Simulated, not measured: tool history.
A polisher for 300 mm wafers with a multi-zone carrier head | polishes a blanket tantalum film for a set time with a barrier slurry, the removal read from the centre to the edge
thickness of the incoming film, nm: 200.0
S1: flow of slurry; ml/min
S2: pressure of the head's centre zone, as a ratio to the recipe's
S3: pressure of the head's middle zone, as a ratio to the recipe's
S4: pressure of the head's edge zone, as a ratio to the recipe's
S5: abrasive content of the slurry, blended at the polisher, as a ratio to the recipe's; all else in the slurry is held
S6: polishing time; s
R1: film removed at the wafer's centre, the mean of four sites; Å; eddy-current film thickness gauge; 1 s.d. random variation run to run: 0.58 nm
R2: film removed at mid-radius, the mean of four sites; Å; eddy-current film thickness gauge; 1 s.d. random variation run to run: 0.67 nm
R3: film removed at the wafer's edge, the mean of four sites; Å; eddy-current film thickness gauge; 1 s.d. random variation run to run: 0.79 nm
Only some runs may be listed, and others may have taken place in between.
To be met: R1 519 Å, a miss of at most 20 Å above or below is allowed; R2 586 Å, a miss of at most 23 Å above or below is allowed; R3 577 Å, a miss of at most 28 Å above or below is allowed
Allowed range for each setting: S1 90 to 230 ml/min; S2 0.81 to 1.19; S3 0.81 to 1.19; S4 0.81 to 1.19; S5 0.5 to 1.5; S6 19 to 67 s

run,hour,S1,S2,S3,S4,S5,S6,R1,R2,R3
1,0,150,1,1,1,1,43,674.97,684.26,706.46
2,5.7,150,0.91,1,1,1,43,620.32,690.28,719.97
3,12.8,150,0.91,1,0.95,1,43,616.89,682.23,689.86
4,14.8,145,0.9,0.99,0.93,0.95,43,583.88,646.56,650.69
5,23.7,135,0.89,0.99,0.92,0.95,43,587.11,662.31,655.57
6,26.4,135,0.88,0.98,0.9,0.9,43,571.49,625.89,636.08
7,32.3,135,0.87,0.98,0.88,0.9,43,556.89,618.82,630.58
8,38.1,135,0.87,0.98,0.87,0.9,43,537.64,638.84,615.72
9,42,135,0.87,0.98,0.87,0.9,43,546.43,620.78,632.07
10,42.6,115,0.89,0.99,0.81,0.75,43,484.29,553.68,542.48
11,46.7,120,0.89,0.99,0.82,0.75,43,489.94,560.17,530.76
12,48,125,0.89,0.99,0.83,0.75,43,498.52,570.18,529.76
13,50.9,120,0.88,0.96,0.93,0.9,43,541.7,603.75,630.92
14,57.3,115,0.89,0.97,0.92,0.9,43,539.08,611.34,630.34
15,65.9,115,0.9,0.97,0.9,0.9,43,545.88,610.54,621.8
16,66.5,115,0.9,0.97,0.89,0.9,43,545.65,603.25,614.81
17,67.2,115,0.9,0.97,0.88,0.9,43,560.4,617.33,624.45
18,73.9,115,0.9,0.97,0.88,0.9,43,547.66,603.07,599.91
# hour 82.8: slurry nozzle cleaned
19,82.8,110,0.9,0.97,0.87,0.9,43,564.24,630.01,634.8
20,87.9,115,0.9,0.97,0.87,0.9,43,576.71,627.8,635.43
21,91.5,120,0.9,0.98,0.87,0.85,43,572.25,642.34,616.43
22,97.3,120,0.89,0.97,0.87,0.85,43,562.49,624.9,615.98
23,102,105,0.86,0.96,0.82,0.75,43,489.97,557.34,545.46

4 next moves are on the table. One of them brings every result within its allowed miss. Which?
A,106.7,145,0.86,0.96,0.89,0.75,42,?,?,?
B,106.7,95,0.88,0.85,0.87,0.9,38,?,?,?
C,106.7,125,0.94,1.14,0.81,0.5,61,?,?,?
D,106.7,140,0.91,1.01,0.84,0.7,39,?,?,?

move,R1,R2,R3
A,504.4,584.84,587.92
B,477.5,494.43,557.64
C,492.16,604.74,506.23
D,467.97,535.01,502.63
A: all results in spec
B: lands further from the targets than the last run did
C: lands further from the targets than the last run did
D: lands further from the targets than the last run did
A is the move that brings every result within its allowed miss.

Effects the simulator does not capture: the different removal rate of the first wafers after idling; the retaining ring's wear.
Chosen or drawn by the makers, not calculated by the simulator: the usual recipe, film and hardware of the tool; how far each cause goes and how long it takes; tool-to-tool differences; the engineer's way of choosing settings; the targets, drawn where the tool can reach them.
